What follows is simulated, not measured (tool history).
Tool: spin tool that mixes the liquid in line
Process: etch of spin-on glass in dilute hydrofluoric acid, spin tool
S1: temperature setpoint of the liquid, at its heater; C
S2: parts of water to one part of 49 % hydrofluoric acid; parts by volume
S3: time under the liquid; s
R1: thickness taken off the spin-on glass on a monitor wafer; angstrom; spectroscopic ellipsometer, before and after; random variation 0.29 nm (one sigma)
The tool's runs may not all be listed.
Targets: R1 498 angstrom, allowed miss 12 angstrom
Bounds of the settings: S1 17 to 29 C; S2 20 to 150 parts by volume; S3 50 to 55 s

run	day	S1	S2	S3	R1
1	0	21	85	50	232.73
2	0.183	21	95	50	206.97
3	0.517	23	85	50	252.87
4	0.558	24.5	75	50	311.02
5	0.804	24.5	85	50	268.5
6	1.092	25.5	75	50	319.25
7	1.138	25.5	75	50	319.13
8	1.5	26.5	70	50	357.37
9	1.675	27	65	50	400.59

4 next moves are on the table. One of them brings every result within its allowed miss. Which?
A	1.85	27.5	60	50	?
B	1.85	28	55	50	?
C	1.85	23.5	50	50	?
D	1.85	26	50	55	?

move	R1
A	440.99
B	494.26
C	456.24
D	555.9
A: nearer than the last run, and not there yet
B: meets every target
C: nearer than the last run, and not there yet
D: takes the result that was furthest off past its target
Answer: B
